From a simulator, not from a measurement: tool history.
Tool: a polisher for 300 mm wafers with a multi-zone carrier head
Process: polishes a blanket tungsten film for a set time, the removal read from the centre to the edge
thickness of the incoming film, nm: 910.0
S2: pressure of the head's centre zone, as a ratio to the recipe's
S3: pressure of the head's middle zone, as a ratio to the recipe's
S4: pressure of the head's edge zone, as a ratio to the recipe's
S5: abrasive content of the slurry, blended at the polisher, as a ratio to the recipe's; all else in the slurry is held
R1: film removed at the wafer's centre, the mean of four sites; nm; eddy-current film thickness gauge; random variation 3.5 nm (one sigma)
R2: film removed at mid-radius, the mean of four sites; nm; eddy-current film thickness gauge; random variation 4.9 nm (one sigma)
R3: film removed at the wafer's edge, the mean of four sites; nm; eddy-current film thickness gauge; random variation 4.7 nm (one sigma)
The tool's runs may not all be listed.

run 1 hour=0.0 | flow_of_slurry_(ml/min)=175 S2=1.00 S3=1.00 S4=1.00 S5=1.00 polishing_time_(s)=72 | R1=280.05 R2=263.56 R3=257.19
run 2 hour=5.7 | flow_of_slurry_(ml/min)=175 S2=1.00 S3=1.00 S4=1.00 S5=1.20 polishing_time_(s)=72 | R1=287.72 R2=278.85 R3=265.61
run 3 hour=14.1 | flow_of_slurry_(ml/min)=175 S2=1.00 S3=0.94 S4=1.00 S5=1.20 polishing_time_(s)=72 | R1=290.58 R2=257.05 R3=263.17
run 4 hour=19.1 | flow_of_slurry_(ml/min)=175 S2=1.00 S3=0.94 S4=1.00 S5=1.20 polishing_time_(s)=60 | R1=243.80 R2=217.70 R3=220.51
run 5 hour=23.0 | flow_of_slurry_(ml/min)=175 S2=1.00 S3=0.89 S4=1.00 S5=1.20 polishing_time_(s)=60 | R1=239.12 R2=206.19 R3=229.00
run 6 hour=31.5 | flow_of_slurry_(ml/min)=175 S2=1.00 S3=0.89 S4=1.00 S5=1.40 polishing_time_(s)=60 | R1=249.93 R2=209.06 R3=234.49

Forecast run 7:
-- hour=37.0 centre zone pressure recalibrated
run 7 hour=37.0 | flow_of_slurry_(ml/min)=175 S2=0.96 S3=0.90 S4=1.05 S5=1.45 polishing_time_(s)=71 | R1=? R2=? R3=?

{"run 7": {"R1": 258.67, "R2": 254.91, "R3": 278.85}}
